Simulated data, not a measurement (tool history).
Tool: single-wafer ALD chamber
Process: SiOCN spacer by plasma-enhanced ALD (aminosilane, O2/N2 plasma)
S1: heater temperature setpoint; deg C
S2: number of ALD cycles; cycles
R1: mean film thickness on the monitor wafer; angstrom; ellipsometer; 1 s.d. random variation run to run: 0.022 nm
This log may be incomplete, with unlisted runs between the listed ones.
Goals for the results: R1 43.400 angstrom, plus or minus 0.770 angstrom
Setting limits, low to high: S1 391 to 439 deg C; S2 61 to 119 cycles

{"run": 1, "hour": 0.0, "S1": 415, "S2": 90, "R1": 51.187}
{"run": 2, "hour": 2.8, "S1": 419, "S2": 87, "R1": 48.685}
{"run": 3, "hour": 8.3, "S1": 423, "S2": 85, "R1": 46.691}
{"run": 4, "hour": 10.8, "S1": 417, "S2": 85, "R1": 48.052}
{"run": 5, "hour": 15.6, "S1": 411, "S2": 85, "R1": 48.694}
{"run": 6, "hour": 21.6, "S1": 419, "S2": 85, "R1": 47.983}
{"run": 7, "hour": 22.6, "S1": 422, "S2": 83, "R1": 45.852}
{"run": 8, "hour": 28.9, "S1": 425, "S2": 83, "R1": 45.504}
{"run": 9, "hour": 37.6, "S1": 427, "S2": 83, "R1": 45.291}
{"run": 10, "hour": 46.3, "S1": 429, "S2": 83, "R1": 44.949}
{"run": 11, "hour": 47.8, "S1": 431, "S2": 83, "R1": 44.983}
{"run": 12, "hour": 51.0, "S1": 432, "S2": 82, "R1": 44.697}

Pick the move, out of 4, that brings all results within their allowed miss; only one does.
{"run": "A", "hour": 54.2, "S1": 431, "S2": 80, "R1": "?"}
{"run": "B", "hour": 54.2, "S1": 437, "S2": 88, "R1": "?"}
{"run": "C", "hour": 54.2, "S1": 429, "S2": 88, "R1": "?"}
{"run": "D", "hour": 54.2, "S1": 439, "S2": 85, "R1": "?"}

move=A R1=43.110
move=B R1=46.598
move=C R1=47.695
move=D R1=44.744
A: hits every target within its allowed miss
B: lands further from the targets than the last run did
C: lands further from the targets than the last run did
D: no nearer and no further than the last run
Go with A: it meets all targets.
